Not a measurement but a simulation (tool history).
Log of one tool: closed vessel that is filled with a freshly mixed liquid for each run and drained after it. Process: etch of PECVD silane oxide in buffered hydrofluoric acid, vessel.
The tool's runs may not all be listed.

run	hour	temperature setpoint of the liquid (K)	parts of 40 % ammonium fluoride to one part of 49 % hydrofluoric acid (parts by volume)	time in the liquid (s)	thickness taken off the PECVD silane oxide on a monitor wafer (angstrom)
1	0	297.15	12.5	85	1286.8
2	2.9	297.65	12.5	85	1311.1
3	8.8	294.65	12.5	85	1119
4	16	295.15	12.5	85	1151.5
5	19.6	295.65	12.5	85	1191.7
6	25.3	295.65	16	85	938.18
7	27.3	296.65	16	85	984.4
8	29.7	297.65	16	85	1037.6
9	33.6	301.65	15.5	85	1308.6
10	40.5	302.15	15.5	85	1363.9

The next listed run, before its measurement:
11	44.6	302.15	15.5	85	?

thickness taken off the PECVD silane oxide on a monitor wafer (angstrom): 1348.1
